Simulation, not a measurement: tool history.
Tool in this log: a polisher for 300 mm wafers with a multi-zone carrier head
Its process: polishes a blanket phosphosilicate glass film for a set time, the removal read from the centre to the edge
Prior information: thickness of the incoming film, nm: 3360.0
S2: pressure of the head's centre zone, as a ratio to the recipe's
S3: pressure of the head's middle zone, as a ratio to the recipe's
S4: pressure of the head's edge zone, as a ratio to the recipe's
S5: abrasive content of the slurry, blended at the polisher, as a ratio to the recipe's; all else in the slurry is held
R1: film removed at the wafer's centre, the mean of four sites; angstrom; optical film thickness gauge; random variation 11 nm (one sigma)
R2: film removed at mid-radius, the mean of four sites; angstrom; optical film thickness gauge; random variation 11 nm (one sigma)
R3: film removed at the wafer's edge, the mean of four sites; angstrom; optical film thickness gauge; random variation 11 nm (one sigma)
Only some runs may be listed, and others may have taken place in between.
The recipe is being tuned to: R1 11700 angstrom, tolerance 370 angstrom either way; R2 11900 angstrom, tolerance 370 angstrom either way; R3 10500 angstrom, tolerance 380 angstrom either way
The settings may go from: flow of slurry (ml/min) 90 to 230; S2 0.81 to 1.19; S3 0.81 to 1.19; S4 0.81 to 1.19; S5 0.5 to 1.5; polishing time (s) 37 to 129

run 1 hour=0 | flow_of_slurry_(ml/min)=150 S2=1 S3=1 S4=1 S5=1 polishing_time_(s)=83 | R1=9080.2 R2=9336.2 R3=9596.3
run 2 hour=7.5 | flow_of_slurry_(ml/min)=160 S2=1.02 S3=1.03 S4=1 S5=1 polishing_time_(s)=83 | R1=9174.7 R2=9643.9 R3=9651.9
run 3 hour=16.3 | flow_of_slurry_(ml/min)=130 S2=1.02 S3=1.03 S4=1 S5=1 polishing_time_(s)=83 | R1=9030.7 R2=9268 R3=9359.4
run 4 hour=22.4 | flow_of_slurry_(ml/min)=130 S2=1.02 S3=1.03 S4=1 S5=1.2 polishing_time_(s)=83 | R1=9773.3 R2=10106 R3=10106
run 5 hour=26.1 | flow_of_slurry_(ml/min)=150 S2=1.02 S3=1.03 S4=1 S5=1.2 polishing_time_(s)=83 | R1=9728.6 R2=10268 R3=10276
run 6 hour=29.8 | flow_of_slurry_(ml/min)=155 S2=1.05 S3=1.05 S4=0.99 S5=1.2 polishing_time_(s)=83 | R1=10257 R2=10359 R3=10144
run 7 hour=31.1 | flow_of_slurry_(ml/min)=160 S2=1.06 S3=1.07 S4=0.99 S5=1.2 polishing_time_(s)=83 | R1=10425 R2=10772 R3=10430
run 8 hour=31.8 | flow_of_slurry_(ml/min)=165 S2=1.07 S3=1.08 S4=0.97 S5=1.2 polishing_time_(s)=83 | R1=10508 R2=10793 R3=10293
run 9 hour=33.2 | flow_of_slurry_(ml/min)=170 S2=1.08 S3=1.1 S4=0.96 S5=1.2 polishing_time_(s)=83 | R1=10782 R2=10998 R3=10242
run 10 hour=39.2 | flow_of_slurry_(ml/min)=175 S2=1.09 S3=1.11 S4=0.96 S5=1.2 polishing_time_(s)=83 | R1=10719 R2=11417 R3=10184
-- hour=47.7 slurry nozzle cleaned
run 11 hour=47.7 | flow_of_slurry_(ml/min)=200 S2=1.16 S3=1.09 S4=0.98 S5=1.25 polishing_time_(s)=83 | R1=12773 R2=11904 R3=10855
run 12 hour=48.4 | flow_of_slurry_(ml/min)=195 S2=1.15 S3=1.1 S4=0.98 S5=1.25 polishing_time_(s)=83 | R1=12527 R2=12008 R3=10809
run 13 hour=55.5 | flow_of_slurry_(ml/min)=190 S2=1.15 S3=1.11 S4=0.98 S5=1.25 polishing_time_(s)=83 | R1=12528 R2=12136 R3=11092

Pick the move, out of 4, that brings all results within their allowed miss; only one does.
run A hour=62.6 | flow_of_slurry_(ml/min)=150 S2=1.01 S3=1.07 S4=1.04 S5=1.3 polishing_time_(s)=83 | R1=? R2=? R3=?
run B hour=62.6 | flow_of_slurry_(ml/min)=140 S2=1.1 S3=1.05 S4=1.06 S5=1.25 polishing_time_(s)=90 | R1=? R2=? R3=?
run C hour=62.6 | flow_of_slurry_(ml/min)=215 S2=1.14 S3=1.15 S4=1 S5=1.25 polishing_time_(s)=78 | R1=? R2=? R3=?
run D hour=62.6 | flow_of_slurry_(ml/min)=190 S2=1.16 S3=1.16 S4=0.95 S5=1.2 polishing_time_(s)=84 | R1=? R2=? R3=?

move=A R1=10672 R2=11733 R3=11191
move=B R1=12308 R2=12228 R3=12004
move=C R1=11726 R2=12059 R3=10482
move=D R1=12462 R2=12708 R3=10737
A: takes the biggest miss from the last run beyond its target
B: further off than the last run
C: meets every target
D: as far off as the last run
C is the move that brings every result within its allowed miss.
